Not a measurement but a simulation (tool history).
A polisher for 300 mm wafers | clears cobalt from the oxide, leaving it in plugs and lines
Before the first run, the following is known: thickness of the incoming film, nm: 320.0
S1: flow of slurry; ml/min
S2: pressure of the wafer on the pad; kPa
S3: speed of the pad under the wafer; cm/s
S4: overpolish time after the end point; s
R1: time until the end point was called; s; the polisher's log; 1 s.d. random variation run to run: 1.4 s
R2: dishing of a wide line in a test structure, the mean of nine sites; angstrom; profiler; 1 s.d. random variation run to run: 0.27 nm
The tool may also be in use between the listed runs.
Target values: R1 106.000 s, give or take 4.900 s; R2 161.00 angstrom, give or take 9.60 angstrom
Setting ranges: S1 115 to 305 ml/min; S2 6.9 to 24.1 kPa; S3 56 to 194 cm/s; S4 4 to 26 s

| run | hour | S1 | S2 | S3 | S4 | R1 | R2 |
|---|---|---|---|---|---|---|---|
| 1 | 0.0 | 195 | 15.2 | 124 | 13 | 52.699 | 346.57 |
| 2 | 7.8 | 225 | 15.2 | 124 | 13 | 53.332 | 352.51 |
| 3 | 14.6 | 225 | 15.2 | 124 | 8 | 53.099 | 290.68 |
| 4 | 17.3 | 225 | 13.1 | 124 | 8 | 61.049 | 253.36 |
| 5 | 24.7 | 225 | 12.4 | 122 | 8 | 66.857 | 251.23 |
| 6 | 31.5 | 220 | 11.7 | 122 | 8 | 68.583 | 241.67 |
| 7 | 38.3 | 220 | 11.0 | 120 | 8 | 75.315 | 228.89 |
| 8 | 38.8 | 220 | 10.3 | 120 | 8 | 79.056 | 225.08 |
| 9 | 43.6 | 220 | 9.7 | 120 | 8 | 83.715 | 208.58 |
| 10 | 45.3 | 220 | 8.3 | 118 | 6 | 96.546 | 152.71 |
| 11 | 52.1 | 210 | 7.6 | 112 | 8 | 113.800 | 171.02 |

Next run, 4 choices. One meets every target within its allowed miss, the rest don't. Which?
| A | 58.9 | 195 | 7.6 | 94 | 11 | ? | ? |
| B | 58.9 | 210 | 10.3 | 86 | 7 | ? | ? |
| C | 58.9 | 215 | 6.9 | 106 | 8 | ? | ? |
| D | 58.9 | 145 | 6.9 | 110 | 10 | ? | ? |

| move | R1 | R2 |
|---|---|---|
| A | 133.110 | 186.27 |
| B | 107.130 | 155.59 |
| C | 128.790 | 149.65 |
| D | 128.860 | 177.70 |
A: misses by more than the last run did
B: hits every target within its allowed miss
C: misses by more than the last run did
D: misses by more than the last run did
Answer: B
